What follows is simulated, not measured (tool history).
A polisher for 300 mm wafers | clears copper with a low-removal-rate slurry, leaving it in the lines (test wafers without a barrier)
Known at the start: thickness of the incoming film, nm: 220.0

| run | hour | flow of slurry (ml/min) | pressure of the wafer on the pad (kPa) | speed of the pad under the wafer (cm/s) | abrasive content of the slurry | overpolish time after the end point (s) | time until the end point was called (s) | dishing of a wide line in a test structure (angstrom) |
|---|---|---|---|---|---|---|---|---|
| 1 | 0 | 290 | 20.7 | 92 | 1 | 16 | 74.827 | 326.15 |
| 2 | 7.1 | 290 | 20.7 | 92 | 1 | 20 | 75.158 | 404.86 |
| 3 | 14.4 | 290 | 20 | 90 | 1 | 19 | 80.446 | 366.25 |
| 4 | 20.1 | 290 | 19.3 | 88 | 1 | 18 | 83.827 | 335.32 |
| 5 | 25.8 | 290 | 19.3 | 88 | 1.15 | 18 | 81.389 | 340.29 |
| 6 | 32.2 | 290 | 18.6 | 86 | 1.15 | 17 | 85.62 | 309.08 |
| 7 | 37 | 290 | 17.9 | 84 | 1.15 | 16 | 91.433 | 271.85 |

What does the tool deliver on the next run?
| 8 | 42.7 | 300 | 12.4 | 82 | 1.15 | 10 | ? | ? |

{"run 8": {"time until the end point was called (s)": 133.19, "dishing of a wide line in a test structure (angstrom)": 127.19}}

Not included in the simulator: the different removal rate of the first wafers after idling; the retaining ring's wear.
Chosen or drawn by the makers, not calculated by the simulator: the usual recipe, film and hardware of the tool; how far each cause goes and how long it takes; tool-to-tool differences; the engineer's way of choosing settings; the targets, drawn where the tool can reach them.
